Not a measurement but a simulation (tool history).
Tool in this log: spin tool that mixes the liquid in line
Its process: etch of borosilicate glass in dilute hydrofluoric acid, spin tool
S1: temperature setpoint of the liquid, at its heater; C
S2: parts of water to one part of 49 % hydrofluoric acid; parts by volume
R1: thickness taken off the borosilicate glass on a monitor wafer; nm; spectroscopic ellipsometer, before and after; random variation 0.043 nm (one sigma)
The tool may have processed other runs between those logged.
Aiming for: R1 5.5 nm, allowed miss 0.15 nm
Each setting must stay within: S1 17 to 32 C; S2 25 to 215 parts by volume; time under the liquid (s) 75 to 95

run 1 hour=0 | S1=24 S2=120 time_under_the_liquid_(s)=95 | R1=13.589
run 2 hour=6.7 | S1=22.5 S2=135 time_under_the_liquid_(s)=95 | R1=11.279
run 3 hour=13.8 | S1=22.5 S2=105 time_under_the_liquid_(s)=95 | R1=15.083
run 4 hour=17.4 | S1=21.5 S2=125 time_under_the_liquid_(s)=95 | R1=11.94
run 5 hour=19.1 | S1=21.5 S2=125 time_under_the_liquid_(s)=75 | R1=9.3781
run 6 hour=19.8 | S1=21.5 S2=85 time_under_the_liquid_(s)=75 | R1=14.287
run 7 hour=22.4 | S1=20.5 S2=105 time_under_the_liquid_(s)=75 | R1=10.952
run 8 hour=25.8 | S1=19.5 S2=115 time_under_the_liquid_(s)=75 | R1=9.3843
run 9 hour=31.5 | S1=19 S2=125 time_under_the_liquid_(s)=75 | R1=8.4108
run 10 hour=39.1 | S1=18.5 S2=135 time_under_the_liquid_(s)=75 | R1=7.683
run 11 hour=45.5 | S1=17 S2=175 time_under_the_liquid_(s)=75 | R1=5.3636

5 candidate next runs follow, results not yet known. Just one meets every target within its allowed miss. Identify it.
run A hour=51.9 | S1=18 S2=175 time_under_the_liquid_(s)=80 | R1=?
run B hour=51.9 | S1=17 S2=180 time_under_the_liquid_(s)=75 | R1=?
run C hour=51.9 | S1=18 S2=215 time_under_the_liquid_(s)=85 | R1=?
run D hour=51.9 | S1=17 S2=190 time_under_the_liquid_(s)=80 | R1=?
run E hour=51.9 | S1=17 S2=180 time_under_the_liquid_(s)=80 | R1=?

move=A R1=5.8266
move=B R1=5.0775
move=C R1=4.8526
move=D R1=5.0834
move=E R1=5.416
A: pushes the last run's worst result past its target
B: lands further from the targets than the last run did
C: lands further from the targets than the last run did
D: lands further from the targets than the last run did
E: all results land within tolerance of their targets
E meets every target.
